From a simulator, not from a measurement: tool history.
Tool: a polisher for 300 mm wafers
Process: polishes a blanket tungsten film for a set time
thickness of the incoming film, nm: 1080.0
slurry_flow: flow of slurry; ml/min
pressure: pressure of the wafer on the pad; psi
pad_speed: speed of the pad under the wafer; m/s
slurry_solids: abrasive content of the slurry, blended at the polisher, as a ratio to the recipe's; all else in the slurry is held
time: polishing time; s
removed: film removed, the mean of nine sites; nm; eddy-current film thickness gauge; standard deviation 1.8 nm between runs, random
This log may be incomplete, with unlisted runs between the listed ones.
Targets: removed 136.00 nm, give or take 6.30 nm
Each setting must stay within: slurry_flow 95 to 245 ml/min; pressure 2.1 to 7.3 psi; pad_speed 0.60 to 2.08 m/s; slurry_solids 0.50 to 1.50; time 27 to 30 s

run	hour	slurry_flow	pressure	pad_speed	slurry_solids	time	removed
1	0.0	155	4.7	1.34	1.00	30	232.43
2	0.7	155	4.7	1.56	1.00	30	264.39
3	8.6	155	4.7	1.24	1.00	30	216.26
4	10.9	170	4.7	1.24	1.00	30	217.91
5	15.2	170	4.2	1.22	1.00	30	188.08
6	17.5	170	4.2	1.22	1.00	30	193.71
# hour 19.4: head pressure recalibrated
7	19.4	170	3.8	1.20	1.00	30	184.93
8	21.2	170	3.4	1.16	1.00	30	160.71
9	29.0	170	3.2	1.16	1.00	30	155.08
10	36.6	170	3.0	1.16	1.00	30	143.80

Which one of the following 5 next-run settings gets every result inside its allowed miss? There is exactly one.
A	44.2	180	3.5	1.14	0.85	27	?
B	44.2	160	3.1	1.14	1.10	29	?
C	44.2	165	2.7	1.16	1.15	27	?
D	44.2	165	2.5	1.30	0.95	27	?
E	44.2	160	3.4	1.12	0.55	30	?

move	removed
A	147.78
B	148.04
C	124.71
D	121.62
E	137.99
A: further off than the last run
B: further off than the last run
C: moves the result that the last run missed by most past its target, out the other side
D: moves the result that the last run missed by most past its target, out the other side
E: meets every target
Go with E: it meets all targets.
